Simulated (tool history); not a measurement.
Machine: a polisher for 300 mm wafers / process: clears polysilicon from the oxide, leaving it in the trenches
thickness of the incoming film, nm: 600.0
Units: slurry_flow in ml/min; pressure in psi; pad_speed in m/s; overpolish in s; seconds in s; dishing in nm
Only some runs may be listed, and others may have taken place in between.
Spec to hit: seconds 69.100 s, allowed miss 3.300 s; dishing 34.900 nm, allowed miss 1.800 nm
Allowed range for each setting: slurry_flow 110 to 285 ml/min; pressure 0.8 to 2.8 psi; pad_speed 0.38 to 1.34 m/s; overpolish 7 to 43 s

run  hour  slurry_flow  pressure  pad_speed  overpolish  seconds  dishing
  1   0.0          180       1.8       0.86          22   78.530   46.434
  2   4.8          180       1.8       0.98          22   71.668   45.807
  3   6.0          215       1.8       0.98          22   69.610   47.904
  4  14.5          190       1.7       1.04          19   70.745   45.524
  5  21.3          190       1.4       1.04          19   86.213   44.665
  6  28.7          170       1.4       1.10          16   84.332   43.242
  7  32.2          155       1.4       1.16          14   80.621   42.122
  8  40.9          145       1.4       1.20          12   78.232   40.723
  9  42.6          135       1.4       1.24          11   79.424   40.924
 10  51.5          185       1.4       1.00           7   88.375   30.697
 11  54.5          190       1.5       1.02           8   82.865   33.782
 12  58.1          195       1.6       1.02           8   77.520   35.995
 13  62.2          205       1.7       0.98           8   74.646   35.402
 14  64.8          210       1.7       0.98           8   74.555   35.128
 15  65.5          215       1.7       0.98           8   74.786   35.789

Next run, 5 choices. One meets every target within its allowed miss, the rest don't. Which?
  A  66.2          220       1.7       0.88           9        ?        ?
  B  66.2          255       1.7       0.92           8        ?        ?
  C  66.2          230       1.7       1.04          10        ?        ?
  D  66.2          200       1.6       1.00           7        ?        ?
  E  66.2          235       1.8       1.00           7        ?        ?

move  seconds  dishing
   A   79.910   35.375
   B   76.447   34.249
   C   70.422   38.615
   D   77.815   31.831
   E   68.485   33.881
A: its largest miss is bigger than the last run's
B: its largest miss is bigger than the last run's
C: corrects the largest miss of the last run, while another result sits out of spec
D: its largest miss is bigger than the last run's
E: hits every target within its allowed miss
Correct choice: E, which meets every target
